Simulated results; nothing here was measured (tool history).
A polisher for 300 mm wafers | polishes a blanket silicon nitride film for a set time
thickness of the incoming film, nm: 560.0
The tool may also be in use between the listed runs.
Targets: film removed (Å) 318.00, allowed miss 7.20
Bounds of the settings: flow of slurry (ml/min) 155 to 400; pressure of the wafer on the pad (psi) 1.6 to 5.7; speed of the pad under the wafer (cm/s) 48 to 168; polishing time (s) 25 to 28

run,hour,flow of slurry (ml/min),pressure of the wafer on the pad (psi),speed of the pad under the wafer (cm/s),polishing time (s),film removed (Å)
1,0.0,255,3.6,108,28,425.80
2,3.0,250,3.3,108,28,390.79
3,9.5,245,3.1,108,28,367.73
4,10.6,245,3.1,98,28,347.28
5,19.5,245,3.6,98,28,397.28
6,26.1,240,3.4,98,28,377.59
7,27.4,240,3.2,98,28,358.35
8,34.2,240,3.1,98,28,348.66
9,40.6,240,3.0,98,28,336.58
10,48.2,240,2.9,98,28,327.27

5 next moves are on the table. One of them brings every result within its allowed miss. Which?
A,55.8,305,2.6,116,28,?
B,55.8,255,3.6,76,25,?
C,55.8,270,3.0,100,28,?
D,55.8,215,3.2,104,26,?
E,55.8,255,3.1,84,28,?

move,film removed (Å)
A,336.04
B,306.20
C,344.76
D,341.80
E,317.20
A: further off than the last run
B: takes the result that was furthest off past its target
C: further off than the last run
D: further off than the last run
E: meets every target
Answer: E
